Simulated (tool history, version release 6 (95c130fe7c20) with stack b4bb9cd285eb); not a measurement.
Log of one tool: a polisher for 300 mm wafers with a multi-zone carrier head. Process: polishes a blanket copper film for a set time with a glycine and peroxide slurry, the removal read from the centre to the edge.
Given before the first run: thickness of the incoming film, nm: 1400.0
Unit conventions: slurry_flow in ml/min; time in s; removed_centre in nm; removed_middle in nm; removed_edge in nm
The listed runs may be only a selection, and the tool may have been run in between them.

run  hour  slurry_flow  centre_zone  middle_zone  edge_zone  time  removed_centre  removed_middle  removed_edge
  1   0.0          140         1.00         1.00       1.00    37          303.45          292.53        294.49
  2   5.9          140         1.01         1.01       0.98    34          274.67          268.63        265.83
  3   9.2          140         1.01         0.94       0.98    34          276.65          264.88        265.99
  4  15.1          140         1.01         0.94       1.03    34          277.06          261.27        270.04
  5  17.9          140         1.05         0.94       1.03    34          282.74          265.08        272.24
  6  24.5          140         1.06         0.95       1.00    32          269.67          237.34        252.98
  7  29.6          150         1.05         0.98       0.97    30          254.24          238.15        236.72
  8  31.1          155         1.05         0.99       0.95    29          246.32          232.31        228.96
  9  38.1          120         1.12         1.09       0.85    19          161.00          149.31        135.52
 10  41.9          130         1.12         1.09       0.86    19          162.59          152.90        137.41
 11  44.5          140         1.12         1.09       0.87    19          163.78          157.90        140.26
 12  46.9          150         1.13         1.09       0.88    19          168.36          161.07        141.42
 13  48.8          160         1.13         1.08       0.89    19          169.86          160.61        142.02
 14  56.3          165         1.13         1.08       0.90    19          173.39          157.82        142.98

Run 15 is up next; what results do you expect?
 15  63.0          170         1.12         1.09       0.90    19               ?               ?             ?

{"run 15": {"removed_centre": 169.38, "removed_middle": 160.78, "removed_edge": 146.65}}

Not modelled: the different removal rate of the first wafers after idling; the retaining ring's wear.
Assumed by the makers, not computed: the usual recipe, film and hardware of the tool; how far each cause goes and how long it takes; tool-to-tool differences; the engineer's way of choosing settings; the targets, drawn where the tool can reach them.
